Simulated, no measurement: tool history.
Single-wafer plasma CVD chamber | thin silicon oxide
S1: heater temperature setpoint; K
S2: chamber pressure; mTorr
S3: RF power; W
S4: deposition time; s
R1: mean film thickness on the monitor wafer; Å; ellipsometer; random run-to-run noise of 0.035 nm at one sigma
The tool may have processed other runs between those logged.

run	hour	S1	S2	S3	S4	R1
1	0	663.15	829	315	7.75	139.64
2	2.4	663.15	756	305	7.75	124.64
3	9.9	673.15	756	305	7.75	124.21
4	16.2	673.15	704	305	7.75	114.33
5	22.4	673.15	671	305	7.75	107.36
6	28.7	673.15	650	305	7.75	103.62
7	33.9	673.15	635	305	7.75	100.95
8	35.7	673.15	623	305	7.75	99.17
9	41.8	673.15	614	305	7.75	96.855
10	45.9	673.15	608	305	7.75	96.36
11	47.1	673.15	603	305	7.75	94.893
12	48.4	673.15	576	305	7.75	89.79

Predict the results of run 13:
13	55	673.15	579	305	7.75	?

R1: 90.211 Å
